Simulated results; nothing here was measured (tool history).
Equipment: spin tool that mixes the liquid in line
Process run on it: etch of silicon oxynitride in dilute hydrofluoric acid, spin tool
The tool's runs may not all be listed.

run  hour  temperature setpoint of the liquid (C)  parts of water to one part of 49 % hydrofluoric acid (parts by volume)  time under the liquid (s)  thickness taken off the silicon oxynitride on a monitor wafer (Å)
  1     0                                      22                                                                     295                         65                                                             3.3055
  2   1.4                                      25                                                                     295                         65                                                             3.8906
  3   4.4                                    25.5                                                                     260                         65                                                             4.6717
  4   9.4                                    25.5                                                                     365                         65                                                             3.0168
  5  14.8                                      28                                                                     365                         65                                                             3.5061
  6  16.8                                      28                                                                     365                         45                                                             2.3137

Run 7 comes next. What will it give?
  7  18.6                                      28                                                                     365                         45                                                                  ?

thickness taken off the silicon oxynitride on a monitor wafer (Å): 2.292
